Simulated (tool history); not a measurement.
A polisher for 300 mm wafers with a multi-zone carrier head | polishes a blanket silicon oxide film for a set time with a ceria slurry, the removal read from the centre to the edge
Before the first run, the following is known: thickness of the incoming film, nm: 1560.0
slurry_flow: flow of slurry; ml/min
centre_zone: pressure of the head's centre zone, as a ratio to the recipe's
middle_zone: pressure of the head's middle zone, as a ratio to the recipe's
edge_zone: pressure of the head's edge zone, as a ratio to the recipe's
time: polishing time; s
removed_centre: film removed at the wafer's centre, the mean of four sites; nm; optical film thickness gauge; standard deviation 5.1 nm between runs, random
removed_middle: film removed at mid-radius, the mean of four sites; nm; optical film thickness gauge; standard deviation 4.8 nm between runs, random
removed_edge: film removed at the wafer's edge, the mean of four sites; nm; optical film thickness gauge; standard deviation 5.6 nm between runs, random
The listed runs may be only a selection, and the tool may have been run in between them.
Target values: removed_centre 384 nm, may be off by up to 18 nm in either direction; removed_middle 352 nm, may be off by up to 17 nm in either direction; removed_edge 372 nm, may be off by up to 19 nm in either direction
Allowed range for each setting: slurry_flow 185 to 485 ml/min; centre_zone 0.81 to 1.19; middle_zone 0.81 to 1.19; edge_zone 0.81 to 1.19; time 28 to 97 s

run	day	slurry_flow	centre_zone	middle_zone	edge_zone	time	removed_centre	removed_middle	removed_edge
1	0	310	1	1	1	62	280.64	271.66	281.32
2	0.112	380	1	1	1	62	285.62	282.87	289.48
3	0.283	380	1	0.96	1	62	286.81	269.83	285.4
4	0.658	380	1.01	0.97	1.01	64	298.28	283.72	298.63
5	0.996	380	0.96	0.97	1.01	64	282.47	270.42	300.95
6	1.088	380	0.96	0.91	1.01	64	280.76	260.56	302.79
7	1.383	380	0.98	0.92	1.02	66	294.39	277.73	304.09
8	1.692	385	0.98	0.91	1.02	68	301.44	284.08	321.61
9	2.058	385	1	0.91	1.02	70	312.6	291.31	332.66
10	2.275	385	1.02	0.92	1.02	71	339.7	301.61	344.67
# day 2.588: slurry nozzle cleaned
11	2.588	385	1.03	0.94	1.02	71	339.25	301.09	342.04
12	2.833	385	1.03	0.94	1.02	71	342.78	310.74	325.82
13	2.888	385	1.03	0.94	1.02	72	350.91	308.95	347.66
14	3.171	385	1.03	0.96	1.02	72	346.56	317.42	342.83
15	3.346	385	1.03	0.97	1.02	73	347.32	328.13	354.96
16	3.596	385	1.04	0.97	1.02	73	354.56	324.58	345.57
17	3.721	385	1.04	0.97	1.02	74	361.63	326.22	351.81

Next run, 4 choices. One meets every target within its allowed miss, the rest don't. Which?
A	3.846	315	1.17	1.1	0.95	72	?	?	?
B	3.846	360	1.05	1.11	0.96	70	?	?	?
C	3.846	370	0.99	0.95	1.13	71	?	?	?
D	3.846	345	1.04	0.97	0.99	79	?	?	?

move	removed_centre	removed_middle	removed_edge
A	382.59	346.96	331.16
B	337.11	343.33	325.88
C	322.56	307.38	359.21
D	375.22	346.1	373
A: the worst result of the last run now meets its target, but another is out of spec
B: the worst result of the last run now meets its target, but another is out of spec
C: moves away from the targets compared with the last run
D: each result inside its tolerance
D meets every target.
